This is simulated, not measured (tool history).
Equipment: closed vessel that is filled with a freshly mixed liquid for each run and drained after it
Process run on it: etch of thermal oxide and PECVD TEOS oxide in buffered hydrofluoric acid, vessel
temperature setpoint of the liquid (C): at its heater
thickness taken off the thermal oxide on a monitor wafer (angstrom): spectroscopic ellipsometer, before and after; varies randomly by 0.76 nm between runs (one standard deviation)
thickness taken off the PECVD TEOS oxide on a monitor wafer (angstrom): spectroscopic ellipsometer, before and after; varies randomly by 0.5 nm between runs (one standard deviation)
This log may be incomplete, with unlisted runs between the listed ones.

run,hour,temperature setpoint of the liquid (C),parts of 40 % ammonium fluoride to one part of 49 % hydrofluoric acid (parts by volume),time in the liquid (s),thickness taken off the thermal oxide on a monitor wafer (angstrom),thickness taken off the PECVD TEOS oxide on a monitor wafer (angstrom)
1,0.0,22.0,8.5,60,715.07,724.32
2,5.1,23.0,8.5,60,764.18,769.78
3,13.0,19.5,8.5,60,627.35,625.64
4,15.0,21.0,8.5,60,690.82,696.83
5,21.8,22.0,8.5,60,717.75,729.03
6,25.9,22.5,8.5,60,744.55,749.20
7,27.2,23.0,8.5,60,765.02,769.01

Run 8 has not been measured yet. What should we expect?
8,28.0,23.0,8.5,60,?,?

thickness taken off the thermal oxide on a monitor wafer (angstrom): 752.49
thickness taken off the PECVD TEOS oxide on a monitor wafer (angstrom): 772.33

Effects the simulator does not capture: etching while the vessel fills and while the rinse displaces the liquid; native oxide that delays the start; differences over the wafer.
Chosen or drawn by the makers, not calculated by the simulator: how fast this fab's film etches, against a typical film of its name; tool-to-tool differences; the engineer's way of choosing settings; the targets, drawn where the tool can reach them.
